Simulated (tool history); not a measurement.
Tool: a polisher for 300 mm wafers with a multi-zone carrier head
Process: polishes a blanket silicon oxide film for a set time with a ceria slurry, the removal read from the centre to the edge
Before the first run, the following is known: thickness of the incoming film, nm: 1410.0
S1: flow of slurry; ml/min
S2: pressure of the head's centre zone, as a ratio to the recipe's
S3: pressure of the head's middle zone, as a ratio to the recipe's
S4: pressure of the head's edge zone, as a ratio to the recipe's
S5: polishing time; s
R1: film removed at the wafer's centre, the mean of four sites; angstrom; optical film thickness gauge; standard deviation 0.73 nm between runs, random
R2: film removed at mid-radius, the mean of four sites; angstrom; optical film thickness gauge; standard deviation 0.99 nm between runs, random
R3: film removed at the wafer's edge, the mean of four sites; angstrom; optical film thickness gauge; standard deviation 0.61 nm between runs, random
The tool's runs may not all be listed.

run	hour	S1	S2	S3	S4	S5	R1	R2	R3
1	0	295	1	1	1	31	1043.9	1058.8	1118.4
2	5.9	290	0.98	0.99	0.99	29	956.24	952.34	1037.1
3	11	290	1.03	0.99	0.99	29	1015.6	1013.5	1045.1
4	15.2	290	1.03	0.99	0.96	29	1009.5	987.41	1024.7
5	22.2	290	1.03	1.07	0.96	29	988.14	1032.4	1013.4
6	27.6	285	1	1.07	0.95	28	940.58	999.23	990.57
7	30.5	285	0.98	1.07	0.95	27	884.43	983.26	945.19

Run 8 has not been measured yet. What should we expect?
8	32	280	0.96	1.05	0.95	26	?	?	?

Run 8 measured R1 838.57 angstrom, R2 936.27 angstrom, R3 924.57 angstrom.
